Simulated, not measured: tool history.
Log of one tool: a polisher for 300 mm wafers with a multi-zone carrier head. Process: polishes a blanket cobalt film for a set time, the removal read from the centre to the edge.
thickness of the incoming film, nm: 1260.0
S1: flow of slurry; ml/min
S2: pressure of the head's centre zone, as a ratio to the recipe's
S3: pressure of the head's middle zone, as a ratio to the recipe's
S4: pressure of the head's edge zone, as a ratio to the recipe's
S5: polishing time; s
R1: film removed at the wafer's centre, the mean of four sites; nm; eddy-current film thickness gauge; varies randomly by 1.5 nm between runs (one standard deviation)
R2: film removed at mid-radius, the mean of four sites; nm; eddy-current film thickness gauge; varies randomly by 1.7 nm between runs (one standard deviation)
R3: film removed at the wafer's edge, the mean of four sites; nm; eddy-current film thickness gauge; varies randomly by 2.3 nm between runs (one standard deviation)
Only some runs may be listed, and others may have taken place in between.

Run 1, day 0.000: S1 170 ml/min, S2 1.00, S3 1.00, S4 1.00, S5 54 s. Result: R1 226.92 nm, R2 236.35 nm, R3 247.40 nm.
Run 2, day 0.146: S1 150 ml/min, S2 1.00, S3 1.00, S4 1.00, S5 54 s. Result: R1 226.34 nm, R2 233.23 nm, R3 233.91 nm.
Run 3, day 0.396: S1 110 ml/min, S2 1.00, S3 1.00, S4 1.00, S5 54 s. Result: R1 215.52 nm, R2 220.09 nm, R3 223.96 nm.
Run 4, day 0.458: S1 110 ml/min, S2 1.00, S3 0.97, S4 1.00, S5 54 s. Result: R1 212.52 nm, R2 218.79 nm, R3 228.64 nm.
Run 5, day 0.767: S1 105 ml/min, S2 0.94, S3 1.01, S4 0.97, S5 51 s. Result: R1 186.76 nm, R2 207.89 nm, R3 213.23 nm.
Run 6, day 1.142: S1 105 ml/min, S2 0.94, S3 0.98, S4 0.97, S5 51 s. Result: R1 187.11 nm, R2 202.08 nm, R3 213.92 nm.
Run 7, day 1.504: S1 105 ml/min, S2 0.92, S3 1.04, S4 0.94, S5 48 s. Result: R1 173.65 nm, R2 204.51 nm, R3 193.03 nm.

What does the tool deliver on the next run?
Run 8, day 1.592: S1 105 ml/min, S2 0.90, S3 1.05, S4 0.92, S5 47 s. Result: R1 ?, R2 ?, R3 ?.

R1: 166.19 nm
R2: 202.62 nm
R3: 189.14 nm
